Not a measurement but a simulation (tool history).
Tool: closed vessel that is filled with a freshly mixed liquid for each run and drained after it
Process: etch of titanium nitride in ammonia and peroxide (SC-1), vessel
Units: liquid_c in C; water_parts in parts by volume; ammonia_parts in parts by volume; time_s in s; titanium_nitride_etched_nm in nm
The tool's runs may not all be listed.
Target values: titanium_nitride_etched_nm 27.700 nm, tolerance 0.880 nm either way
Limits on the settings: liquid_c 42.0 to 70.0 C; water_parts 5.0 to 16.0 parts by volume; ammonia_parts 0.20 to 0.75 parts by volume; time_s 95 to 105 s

run 1 hour=0.0 | liquid_c=58.0 water_parts=9.0 ammonia_parts=0.45 time_s=95 | titanium_nitride_etched_nm=13.277
run 2 hour=9.0 | liquid_c=60.0 water_parts=9.0 ammonia_parts=0.45 time_s=95 | titanium_nitride_etched_nm=15.087
run 3 hour=14.3 | liquid_c=60.0 water_parts=9.0 ammonia_parts=0.45 time_s=95 | titanium_nitride_etched_nm=14.807
run 4 hour=17.3 | liquid_c=62.0 water_parts=9.0 ammonia_parts=0.45 time_s=95 | titanium_nitride_etched_nm=17.138
run 5 hour=25.3 | liquid_c=62.0 water_parts=9.0 ammonia_parts=0.45 time_s=95 | titanium_nitride_etched_nm=17.224
run 6 hour=28.7 | liquid_c=63.5 water_parts=9.0 ammonia_parts=0.45 time_s=95 | titanium_nitride_etched_nm=19.039
run 7 hour=35.5 | liquid_c=64.5 water_parts=9.0 ammonia_parts=0.45 time_s=95 | titanium_nitride_etched_nm=20.326
run 8 hour=38.7 | liquid_c=65.5 water_parts=9.0 ammonia_parts=0.45 time_s=95 | titanium_nitride_etched_nm=21.294
run 9 hour=39.7 | liquid_c=66.5 water_parts=9.0 ammonia_parts=0.45 time_s=95 | titanium_nitride_etched_nm=22.676

5 candidate next runs follow, results not yet known. Just one meets every target within its allowed miss. Identify it.
run A hour=40.7 | liquid_c=63.5 water_parts=9.0 ammonia_parts=0.55 time_s=95 | titanium_nitride_etched_nm=?
run B hour=40.7 | liquid_c=60.0 water_parts=7.5 ammonia_parts=0.35 time_s=105 | titanium_nitride_etched_nm=?
run C hour=40.7 | liquid_c=69.0 water_parts=9.0 ammonia_parts=0.40 time_s=100 | titanium_nitride_etched_nm=?
run D hour=40.7 | liquid_c=64.0 water_parts=12.0 ammonia_parts=0.45 time_s=95 | titanium_nitride_etched_nm=?
run E hour=40.7 | liquid_c=61.5 water_parts=9.0 ammonia_parts=0.50 time_s=95 | titanium_nitride_etched_nm=?

move=A titanium_nitride_etched_nm=19.518
move=B titanium_nitride_etched_nm=17.451
move=C titanium_nitride_etched_nm=27.522
move=D titanium_nitride_etched_nm=16.736
move=E titanium_nitride_etched_nm=16.877
A: moves away from the targets compared with the last run
B: moves away from the targets compared with the last run
C: in spec on every target
D: moves away from the targets compared with the last run
E: moves away from the targets compared with the last run
The right move is C.
